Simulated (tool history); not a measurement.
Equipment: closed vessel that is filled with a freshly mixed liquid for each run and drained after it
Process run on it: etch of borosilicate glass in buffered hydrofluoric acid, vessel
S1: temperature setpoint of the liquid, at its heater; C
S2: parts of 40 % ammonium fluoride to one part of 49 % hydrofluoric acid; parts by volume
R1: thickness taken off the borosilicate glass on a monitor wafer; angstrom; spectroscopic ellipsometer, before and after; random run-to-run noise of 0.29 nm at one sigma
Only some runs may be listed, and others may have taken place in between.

run 1 hour=0.0 | S1=22.0 S2=11 time_in_the_liquid_(s)=95 | R1=895.48
run 2 hour=1.0 | S1=21.5 S2=11 time_in_the_liquid_(s)=95 | R1=871.76
run 3 hour=4.8 | S1=21.5 S2=11 time_in_the_liquid_(s)=95 | R1=874.15
run 4 hour=12.2 | S1=21.5 S2=11 time_in_the_liquid_(s)=100 | R1=916.76
run 5 hour=20.5 | S1=21.0 S2=11 time_in_the_liquid_(s)=100 | R1=895.92
run 6 hour=23.6 | S1=17.5 S2=11 time_in_the_liquid_(s)=100 | R1=734.27
run 7 hour=25.8 | S1=18.0 S2=11 time_in_the_liquid_(s)=100 | R1=754.58

Predict the results of run 8:
run 8 hour=34.6 | S1=19.0 S2=11 time_in_the_liquid_(s)=100 | R1=?

R1: 794.76 angstrom
